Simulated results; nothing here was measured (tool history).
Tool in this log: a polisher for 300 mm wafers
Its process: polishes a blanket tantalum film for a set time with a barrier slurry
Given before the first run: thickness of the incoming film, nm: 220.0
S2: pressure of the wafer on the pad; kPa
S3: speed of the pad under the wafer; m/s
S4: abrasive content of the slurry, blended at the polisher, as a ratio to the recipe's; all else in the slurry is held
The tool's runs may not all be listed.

{"run": 1, "hour": 0.0, "flow of slurry (ml/min)": 255, "S2": 17.2, "S3": 0.8, "S4": 1.0, "polishing time (s)": 59, "film removed (Å)": 1142.4}
{"run": 2, "hour": 1.1, "flow of slurry (ml/min)": 255, "S2": 16.5, "S3": 0.8, "S4": 1.0, "polishing time (s)": 59, "film removed (Å)": 1104.0}
{"run": 3, "hour": 5.8, "flow of slurry (ml/min)": 255, "S2": 15.9, "S3": 0.8, "S4": 1.0, "polishing time (s)": 59, "film removed (Å)": 1078.6}
{"run": 4, "hour": 14.1, "flow of slurry (ml/min)": 255, "S2": 15.2, "S3": 0.8, "S4": 1.0, "polishing time (s)": 59, "film removed (Å)": 1032.0}
{"run": 5, "hour": 22.3, "flow of slurry (ml/min)": 255, "S2": 18.6, "S3": 0.8, "S4": 1.0, "polishing time (s)": 59, "film removed (Å)": 1238.2}
{"run": 6, "hour": 25.1, "flow of slurry (ml/min)": 255, "S2": 17.2, "S3": 0.8, "S4": 1.0, "polishing time (s)": 59, "film removed (Å)": 1163.6}
{"run": 7, "hour": 29.9, "flow of slurry (ml/min)": 255, "S2": 16.5, "S3": 0.8, "S4": 1.0, "polishing time (s)": 59, "film removed (Å)": 1121.6}

Run 8, settings as shown, results not yet in. Your forecast:
{"run": 8, "hour": 37.3, "flow of slurry (ml/min)": 255, "S2": 15.9, "S3": 0.8, "S4": 1.0, "polishing time (s)": 59, "film removed (Å)": "?"}

film removed (Å): 1077.6
